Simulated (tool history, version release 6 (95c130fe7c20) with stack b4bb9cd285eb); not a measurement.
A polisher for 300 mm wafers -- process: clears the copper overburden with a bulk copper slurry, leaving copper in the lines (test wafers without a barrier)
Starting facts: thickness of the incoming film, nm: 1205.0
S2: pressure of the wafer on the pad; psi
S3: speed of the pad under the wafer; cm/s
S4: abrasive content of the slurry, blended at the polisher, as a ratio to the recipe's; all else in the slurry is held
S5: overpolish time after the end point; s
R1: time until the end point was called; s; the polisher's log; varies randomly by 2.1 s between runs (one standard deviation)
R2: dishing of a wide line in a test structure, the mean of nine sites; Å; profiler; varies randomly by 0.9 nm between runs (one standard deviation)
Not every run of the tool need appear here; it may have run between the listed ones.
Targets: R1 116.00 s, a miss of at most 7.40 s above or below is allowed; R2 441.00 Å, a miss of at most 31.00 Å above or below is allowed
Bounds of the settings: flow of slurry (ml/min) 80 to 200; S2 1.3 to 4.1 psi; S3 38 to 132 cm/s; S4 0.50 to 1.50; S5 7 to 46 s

run 1 hour=0.0 | flow_of_slurry_(ml/min)=130 S2=2.7 S3=84 S4=1.00 S5=24 | R1=181.90 R2=655.28
run 2 hour=4.6 | flow_of_slurry_(ml/min)=130 S2=2.7 S3=84 S4=0.85 S5=24 | R1=183.59 R2=631.31
run 3 hour=5.6 | flow_of_slurry_(ml/min)=130 S2=2.7 S3=84 S4=0.90 S5=24 | R1=177.69 R2=658.65
run 4 hour=10.5 | flow_of_slurry_(ml/min)=130 S2=2.7 S3=84 S4=0.80 S5=24 | R1=184.89 R2=664.45
run 5 hour=16.6 | flow_of_slurry_(ml/min)=130 S2=3.1 S3=84 S4=0.80 S5=24 | R1=165.80 R2=714.87
run 6 hour=24.4 | flow_of_slurry_(ml/min)=150 S2=2.6 S3=98 S4=1.00 S5=19 | R1=160.05 R2=644.14
run 7 hour=26.2 | flow_of_slurry_(ml/min)=130 S2=2.5 S3=108 S4=1.15 S5=16 | R1=144.79 R2=627.78
run 8 hour=27.0 | flow_of_slurry_(ml/min)=115 S2=2.4 S3=114 S4=1.25 S5=14 | R1=144.14 R2=555.45
run 9 hour=29.0 | flow_of_slurry_(ml/min)=105 S2=2.4 S3=118 S4=1.30 S5=12 | R1=143.54 R2=518.33
run 10 hour=30.1 | flow_of_slurry_(ml/min)=100 S2=2.5 S3=122 S4=1.35 S5=11 | R1=132.27 R2=516.56
run 11 hour=32.4 | flow_of_slurry_(ml/min)=95 S2=2.5 S3=124 S4=1.40 S5=10 | R1=133.11 R2=485.00

Next run, 5 choices. One meets every target within its allowed miss, the rest don't. Which?
run A hour=34.7 | flow_of_slurry_(ml/min)=80 S2=2.8 S3=132 S4=1.50 S5=7 | R1=? R2=?
run B hour=34.7 | flow_of_slurry_(ml/min)=80 S2=2.4 S3=132 S4=1.45 S5=7 | R1=? R2=?
run C hour=34.7 | flow_of_slurry_(ml/min)=80 S2=3.3 S3=114 S4=1.35 S5=10 | R1=? R2=?
run D hour=34.7 | flow_of_slurry_(ml/min)=115 S2=2.2 S3=132 S4=1.30 S5=12 | R1=? R2=?
run E hour=34.7 | flow_of_slurry_(ml/min)=115 S2=2.3 S3=132 S4=1.30 S5=12 | R1=? R2=?

move=A R1=117.67 R2=410.52
move=B R1=137.81 R2=362.55
move=C R1=117.69 R2=523.19
move=D R1=137.91 R2=501.33
move=E R1=132.12 R2=516.35
A: hits every target within its allowed miss
B: the biggest miss grows against the last run
C: the furthest-off result lands on target, but another misses its tolerance
D: the biggest miss grows against the last run
E: the biggest miss grows against the last run
The move that meets every target is A.
